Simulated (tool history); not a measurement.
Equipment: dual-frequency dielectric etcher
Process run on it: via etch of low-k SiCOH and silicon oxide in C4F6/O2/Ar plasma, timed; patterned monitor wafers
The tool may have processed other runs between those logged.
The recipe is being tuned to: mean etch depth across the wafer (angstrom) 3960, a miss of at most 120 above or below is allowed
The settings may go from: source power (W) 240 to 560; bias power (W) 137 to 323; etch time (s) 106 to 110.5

run  hour  source power (W)  bias power (W)  etch time (s)  mean etch depth across the wafer (angstrom)
  1     0               400             230            106                                       3383.9
  2     7               350             230            106                                       3221.7
  3  10.8               380             239          106.5                                       3372.8
  4  15.2               410             247            107                                       3532.8
  5  19.7               410             230            107                                       3426.8
  6  26.4               440             230            107                                       3499.2
  7  34.4               450             239          107.5                                       3604.1
  8  41.3               460             245            108                                       3662.5

Of the 5 settings listed for the next run, only one would bring every result within its allowed miss of target. Which one?
  A  48.2               450             230          107.5                                            ?
  B  48.2               470             289            109                                            ?
  C  48.2               450             231          108.5                                            ?
  D  48.2               360             249            108                                            ?
  E  48.2               420             231            106                                            ?

move  mean etch depth across the wafer (angstrom)
   A                                       3565.4
   B                                         3987
   C                                       3604.2
   D                                       3443.7
   E                                       3445.9
A: lands further from the targets than the last run did
B: every result lands within tolerance
C: lands further from the targets than the last run did
D: lands further from the targets than the last run did
E: lands further from the targets than the last run did
Correct choice: B, which meets every target

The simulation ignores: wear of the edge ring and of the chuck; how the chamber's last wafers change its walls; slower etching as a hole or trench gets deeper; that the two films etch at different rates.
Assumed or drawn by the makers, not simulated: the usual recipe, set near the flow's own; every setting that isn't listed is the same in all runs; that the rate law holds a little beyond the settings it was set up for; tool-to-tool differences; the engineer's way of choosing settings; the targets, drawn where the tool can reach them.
